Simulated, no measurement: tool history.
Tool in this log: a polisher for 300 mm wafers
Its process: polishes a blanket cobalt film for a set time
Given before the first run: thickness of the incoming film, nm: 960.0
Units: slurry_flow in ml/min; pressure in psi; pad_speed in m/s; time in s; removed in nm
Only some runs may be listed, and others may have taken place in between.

run	hour	slurry_flow	pressure	pad_speed	time	removed
1	0	245	2.5	0.88	66	342.89
2	2.3	245	2.5	0.88	70	361.31
3	3.3	245	2.5	0.96	70	389.66
4	4.4	245	2.5	0.96	66	366.57
5	4.9	245	3.1	0.96	66	451.55
6	12.5	270	3.1	0.96	66	452.55
7	13.2	270	2.8	0.96	66	412.09
8	13.8	265	2.5	0.96	66	374.11

Estimate the outcome of run 9 from the log above:
9	21.7	265	2.5	0.96	66	?

removed: 369.86 nm

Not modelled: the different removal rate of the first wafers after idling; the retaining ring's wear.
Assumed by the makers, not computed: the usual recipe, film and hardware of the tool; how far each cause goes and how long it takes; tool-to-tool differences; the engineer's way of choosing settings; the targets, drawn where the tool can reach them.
